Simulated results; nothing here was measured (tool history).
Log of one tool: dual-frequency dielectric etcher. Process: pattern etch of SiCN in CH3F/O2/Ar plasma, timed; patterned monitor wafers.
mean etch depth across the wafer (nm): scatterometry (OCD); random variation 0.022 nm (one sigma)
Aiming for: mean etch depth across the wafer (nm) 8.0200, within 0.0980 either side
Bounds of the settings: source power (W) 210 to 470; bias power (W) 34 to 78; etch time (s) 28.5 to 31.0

run,hour,source power (W),bias power (W),etch time (s),mean etch depth across the wafer (nm)
1,0.0,340,56,31.0,10.0870
2,2.0,340,66,31.0,10.7150
3,7.5,340,62,31.0,10.4580
4,14.8,310,58,31.0,9.7973
5,20.0,330,58,31.0,10.0820
6,28.3,310,55,31.0,9.6122
7,36.3,290,53,31.0,9.1966
8,42.7,270,52,31.0,8.8561
9,51.2,260,52,31.0,8.6921
10,57.5,250,52,31.0,8.5695
11,61.8,240,52,31.0,8.3891
12,66.2,230,52,31.0,8.2127

Pick the move, out of 4, that brings all results within their allowed miss; only one does.
A,70.6,220,60,30.5,?
B,70.6,220,54,30.5,?
C,70.6,260,55,29.5,?
D,70.6,210,60,31.0,?

move,mean etch depth across the wafer (nm)
A,8.3623
B,8.0312
C,8.4424
D,8.3184
A: further off than the last run
B: all results in spec
C: further off than the last run
D: further off than the last run
Go with B: it meets all targets.

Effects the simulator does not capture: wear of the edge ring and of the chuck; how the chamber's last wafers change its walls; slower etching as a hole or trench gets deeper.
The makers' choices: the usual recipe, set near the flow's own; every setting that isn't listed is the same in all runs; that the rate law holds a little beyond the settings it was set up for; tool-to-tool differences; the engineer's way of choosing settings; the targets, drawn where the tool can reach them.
